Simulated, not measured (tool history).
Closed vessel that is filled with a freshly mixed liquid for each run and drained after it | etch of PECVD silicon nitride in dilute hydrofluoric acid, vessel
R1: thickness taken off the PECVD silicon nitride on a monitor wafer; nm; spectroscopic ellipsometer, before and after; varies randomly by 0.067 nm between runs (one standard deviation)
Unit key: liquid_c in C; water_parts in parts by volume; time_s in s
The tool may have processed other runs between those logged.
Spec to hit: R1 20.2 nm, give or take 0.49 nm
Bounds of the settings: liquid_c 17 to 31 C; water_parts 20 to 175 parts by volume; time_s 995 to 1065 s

run 1 hour=0 | liquid_c=23 water_parts=95 time_s=995 | R1=33.698
run 2 hour=3 | liquid_c=22 water_parts=95 time_s=995 | R1=31.538
run 3 hour=9.8 | liquid_c=22 water_parts=95 time_s=1065 | R1=33.735
run 4 hour=19 | liquid_c=24.5 water_parts=95 time_s=1065 | R1=39.864
run 5 hour=24.8 | liquid_c=27 water_parts=95 time_s=1065 | R1=46.98
run 6 hour=31.7 | liquid_c=27 water_parts=95 time_s=995 | R1=43.795
run 7 hour=35 | liquid_c=25 water_parts=95 time_s=995 | R1=38.805
run 8 hour=42.2 | liquid_c=23.5 water_parts=95 time_s=995 | R1=34.985
run 9 hour=50.4 | liquid_c=22.5 water_parts=100 time_s=995 | R1=31.148
run 10 hour=58 | liquid_c=21.5 water_parts=100 time_s=995 | R1=29.082

Pick the move, out of 5, that brings all results within their allowed miss; only one does.
run A hour=65.6 | liquid_c=17 water_parts=105 time_s=995 | R1=?
run B hour=65.6 | liquid_c=18 water_parts=115 time_s=1055 | R1=?
run C hour=65.6 | liquid_c=21 water_parts=135 time_s=1025 | R1=?
run D hour=65.6 | liquid_c=17 water_parts=100 time_s=995 | R1=?
run E hour=65.6 | liquid_c=20 water_parts=125 time_s=1035 | R1=?

move=A R1=20.305
move=B R1=21.126
move=C R1=21.514
move=D R1=21.287
move=E R1=21.901
A: all results land within tolerance of their targets
B: closer than the last run, but not yet in spec
C: closer than the last run, but not yet in spec
D: closer than the last run, but not yet in spec
E: closer than the last run, but not yet in spec
Move A is the one to make.
